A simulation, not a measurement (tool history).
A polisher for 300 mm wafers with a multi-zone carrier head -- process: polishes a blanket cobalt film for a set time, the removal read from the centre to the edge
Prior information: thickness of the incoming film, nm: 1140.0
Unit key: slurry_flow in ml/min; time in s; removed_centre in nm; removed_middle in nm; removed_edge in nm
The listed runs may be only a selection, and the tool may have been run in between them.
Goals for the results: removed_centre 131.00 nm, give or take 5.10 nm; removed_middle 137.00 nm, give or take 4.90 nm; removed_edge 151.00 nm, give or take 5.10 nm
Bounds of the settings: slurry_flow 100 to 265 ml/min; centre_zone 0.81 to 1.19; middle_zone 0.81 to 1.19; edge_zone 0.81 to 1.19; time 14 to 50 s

run  hour  slurry_flow  centre_zone  middle_zone  edge_zone  time  removed_centre  removed_middle  removed_edge
  1   0.0          170         1.00         1.00       1.00    32          177.12          177.45        185.17
  2   2.5          170         1.00         0.96       1.00    32          176.88          175.85        182.76
  3   9.4          170         1.00         0.92       1.00    32          173.86          174.75        185.71
  4  12.8          170         1.00         0.92       1.00    26          145.29          140.27        151.07
  5  18.5          165         0.98         0.92       1.00    26          141.81          139.83        148.32
  6  22.7          165         0.98         0.99       1.00    26          141.30          144.84        150.12
  7  29.7          160         0.97         0.98       1.02    26          135.17          145.33        148.08
  8  38.4          160         0.97         0.95       1.03    26          136.99          138.62        149.39
  9  39.1          160         0.96         0.95       1.04    26          139.19          143.00        151.47
 10  47.6          160         0.96         0.95       1.04    26          136.08          141.47        151.37

Exactly one of the 5 candidate moves below puts every result within its allowed miss. Which one?
  A  56.1          185         1.01         0.89       1.07    25               ?               ?             ?
  B  56.1          200         0.92         1.00       1.02    26               ?               ?             ?
  C  56.1          170         1.04         0.84       1.19    25               ?               ?             ?
  D  56.1          165         1.02         1.03       0.89    26               ?               ?             ?
  E  56.1          140         0.95         0.94       1.11    26               ?               ?             ?

move  removed_centre  removed_middle  removed_edge
   A          140.91          133.35        151.83
   B          135.35          150.12        156.49
   C          142.68          127.26        156.43
   D          144.73          147.72        145.76
   E          129.47          135.36        153.74
A: moves away from the targets compared with the last run
B: the worst result of the last run now meets its target, but another is out of spec
C: moves away from the targets compared with the last run
D: moves away from the targets compared with the last run
E: all results land within tolerance of their targets
Answer: E
